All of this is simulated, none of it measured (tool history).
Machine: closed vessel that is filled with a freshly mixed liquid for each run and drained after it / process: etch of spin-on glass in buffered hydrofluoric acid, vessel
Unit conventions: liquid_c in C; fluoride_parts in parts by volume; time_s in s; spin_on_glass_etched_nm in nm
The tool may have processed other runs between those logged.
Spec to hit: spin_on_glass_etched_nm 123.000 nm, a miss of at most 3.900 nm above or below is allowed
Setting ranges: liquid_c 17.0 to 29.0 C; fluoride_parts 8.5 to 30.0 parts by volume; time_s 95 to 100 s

{"run": 1, "hour": 0.0, "liquid_c": 21.0, "fluoride_parts": 23.5, "time_s": 95, "spin_on_glass_etched_nm": 86.26}
{"run": 2, "hour": 1.1, "liquid_c": 22.5, "fluoride_parts": 23.5, "time_s": 95, "spin_on_glass_etched_nm": 94.097}
{"run": 3, "hour": 3.8, "liquid_c": 22.5, "fluoride_parts": 23.5, "time_s": 95, "spin_on_glass_etched_nm": 94.761}
{"run": 4, "hour": 5.4, "liquid_c": 22.5, "fluoride_parts": 27.5, "time_s": 95, "spin_on_glass_etched_nm": 83.974}
{"run": 5, "hour": 8.1, "liquid_c": 24.0, "fluoride_parts": 27.5, "time_s": 95, "spin_on_glass_etched_nm": 90.288}
{"run": 6, "hour": 14.2, "liquid_c": 25.5, "fluoride_parts": 27.0, "time_s": 95, "spin_on_glass_etched_nm": 98.948}
{"run": 7, "hour": 20.7, "liquid_c": 26.5, "fluoride_parts": 26.5, "time_s": 95, "spin_on_glass_etched_nm": 106.86}
{"run": 8, "hour": 25.0, "liquid_c": 27.0, "fluoride_parts": 26.5, "time_s": 95, "spin_on_glass_etched_nm": 109.43}
{"run": 9, "hour": 30.8, "liquid_c": 27.5, "fluoride_parts": 26.5, "time_s": 95, "spin_on_glass_etched_nm": 114.06}
{"run": 10, "hour": 39.7, "liquid_c": 28.0, "fluoride_parts": 26.5, "time_s": 95, "spin_on_glass_etched_nm": 115.12}
{"run": 11, "hour": 45.0, "liquid_c": 28.0, "fluoride_parts": 26.5, "time_s": 95, "spin_on_glass_etched_nm": 116.2}

Next run, 5 choices. One meets every target within its allowed miss, the rest don't. Which?
{"run": "A", "hour": 50.3, "liquid_c": 26.0, "fluoride_parts": 28.0, "time_s": 100, "spin_on_glass_etched_nm": "?"}
{"run": "B", "hour": 50.3, "liquid_c": 28.0, "fluoride_parts": 26.5, "time_s": 100, "spin_on_glass_etched_nm": "?"}
{"run": "C", "hour": 50.3, "liquid_c": 27.0, "fluoride_parts": 25.0, "time_s": 95, "spin_on_glass_etched_nm": "?"}
{"run": "D", "hour": 50.3, "liquid_c": 27.0, "fluoride_parts": 28.0, "time_s": 100, "spin_on_glass_etched_nm": "?"}
{"run": "E", "hour": 50.3, "liquid_c": 29.0, "fluoride_parts": 30.0, "time_s": 95, "spin_on_glass_etched_nm": "?"}

move=A spin_on_glass_etched_nm=103.790
move=B spin_on_glass_etched_nm=120.070
move=C spin_on_glass_etched_nm=112.500
move=D spin_on_glass_etched_nm=109.570
move=E spin_on_glass_etched_nm=110.570
A: misses by more than the last run did
B: hits every target within its allowed miss
C: misses by more than the last run did
D: misses by more than the last run did
E: misses by more than the last run did
The move that meets every target is B.
